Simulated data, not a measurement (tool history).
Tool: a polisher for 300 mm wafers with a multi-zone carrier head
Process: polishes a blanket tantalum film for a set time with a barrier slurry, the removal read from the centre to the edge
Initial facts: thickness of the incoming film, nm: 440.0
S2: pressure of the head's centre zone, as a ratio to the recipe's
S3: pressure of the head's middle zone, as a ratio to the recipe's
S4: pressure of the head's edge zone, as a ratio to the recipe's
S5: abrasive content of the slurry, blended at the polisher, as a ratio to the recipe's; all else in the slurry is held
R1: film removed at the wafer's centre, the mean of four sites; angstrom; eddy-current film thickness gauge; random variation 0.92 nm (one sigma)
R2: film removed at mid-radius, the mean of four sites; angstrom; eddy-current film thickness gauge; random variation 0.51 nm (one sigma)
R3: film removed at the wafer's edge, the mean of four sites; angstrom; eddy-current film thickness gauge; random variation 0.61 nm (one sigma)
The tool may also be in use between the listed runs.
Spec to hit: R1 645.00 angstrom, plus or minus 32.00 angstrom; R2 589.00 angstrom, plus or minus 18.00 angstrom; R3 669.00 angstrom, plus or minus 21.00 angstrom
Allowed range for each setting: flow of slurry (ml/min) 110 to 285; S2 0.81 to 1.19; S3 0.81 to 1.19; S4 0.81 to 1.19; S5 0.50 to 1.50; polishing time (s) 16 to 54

Run 1, hour 0.0: flow of slurry (ml/min) 180, S2 1.00, S3 1.00, S4 1.00, S5 1.00, polishing time (s) 35. Result: R1 536.08 angstrom, R2 542.83 angstrom, R3 535.87 angstrom.
Run 2, hour 4.7: flow of slurry (ml/min) 180, S2 1.00, S3 1.00, S4 1.05, S5 1.00, polishing time (s) 35. Result: R1 544.73 angstrom, R2 549.40 angstrom, R3 554.04 angstrom.
Run 3, hour 12.7: flow of slurry (ml/min) 180, S2 1.07, S3 1.00, S4 1.05, S5 1.00, polishing time (s) 35. Result: R1 568.43 angstrom, R2 542.07 angstrom, R3 555.12 angstrom.
Run 4, hour 19.8: flow of slurry (ml/min) 185, S2 1.07, S3 0.99, S4 1.07, S5 1.05, polishing time (s) 35. Result: R1 592.40 angstrom, R2 554.93 angstrom, R3 566.31 angstrom.
Run 5, hour 28.5: flow of slurry (ml/min) 185, S2 1.07, S3 0.99, S4 1.07, S5 1.05, polishing time (s) 41. Result: R1 699.17 angstrom, R2 648.08 angstrom, R3 664.31 angstrom.
Run 6, hour 32.1: flow of slurry (ml/min) 185, S2 1.07, S3 1.07, S4 1.07, S5 1.05, polishing time (s) 41. Result: R1 686.12 angstrom, R2 697.05 angstrom, R3 664.86 angstrom.
Run 7, hour 35.1: flow of slurry (ml/min) 180, S2 1.07, S3 1.05, S4 1.08, S5 1.05, polishing time (s) 41. Result: R1 688.03 angstrom, R2 669.18 angstrom, R3 660.70 angstrom.
Run 8, hour 43.3: flow of slurry (ml/min) 175, S2 1.06, S3 1.04, S4 1.09, S5 1.05, polishing time (s) 41. Result: R1 693.16 angstrom, R2 662.22 angstrom, R3 661.68 angstrom.
Run 9, hour 51.1: flow of slurry (ml/min) 135, S2 0.96, S3 0.94, S4 1.17, S5 1.05, polishing time (s) 41. Result: R1 612.52 angstrom, R2 604.01 angstrom, R3 675.02 angstrom.
Run 10, hour 54.5: flow of slurry (ml/min) 135, S2 0.97, S3 0.94, S4 1.17, S5 1.05, polishing time (s) 41. Result: R1 619.04 angstrom, R2 594.62 angstrom, R3 680.69 angstrom.
Run 11, hour 62.1: flow of slurry (ml/min) 135, S2 0.98, S3 0.94, S4 1.17, S5 1.05, polishing time (s) 41. Result: R1 594.18 angstrom, R2 591.30 angstrom, R3 666.27 angstrom.

Which of these 5 next moves meets every target?
Run A, hour 69.7: flow of slurry (ml/min) 210, S2 1.19, S3 0.89, S4 1.11, S5 1.25, polishing time (s) 38. Result: R1 ?, R2 ?, R3 ?.
Run B, hour 69.7: flow of slurry (ml/min) 115, S2 0.91, S3 1.03, S4 1.19, S5 1.00, polishing time (s) 41. Result: R1 ?, R2 ?, R3 ?.
Run C, hour 69.7: flow of slurry (ml/min) 130, S2 0.94, S3 0.92, S4 1.19, S5 0.75, polishing time (s) 46. Result: R1 ?, R2 ?, R3 ?.
Run D, hour 69.7: flow of slurry (ml/min) 140, S2 0.93, S3 0.85, S4 1.19, S5 0.85, polishing time (s) 44. Result: R1 ?, R2 ?, R3 ?.
Run E, hour 69.7: flow of slurry (ml/min) 145, S2 1.01, S3 0.89, S4 1.09, S5 1.30, polishing time (s) 39. Result: R1 ?, R2 ?, R3 ?.

move      R1      R2      R3
   A  736.11  587.34  670.72
   B  544.12  618.73  665.41
   C  574.27  580.46  680.03
   D  578.00  554.22  688.74
   E  629.81  582.69  667.09
A: pushes the last run's worst result past its target
B: moves away from the targets compared with the last run
C: moves away from the targets compared with the last run
D: moves away from the targets compared with the last run
E: every result lands within tolerance
The move that meets every target is E.
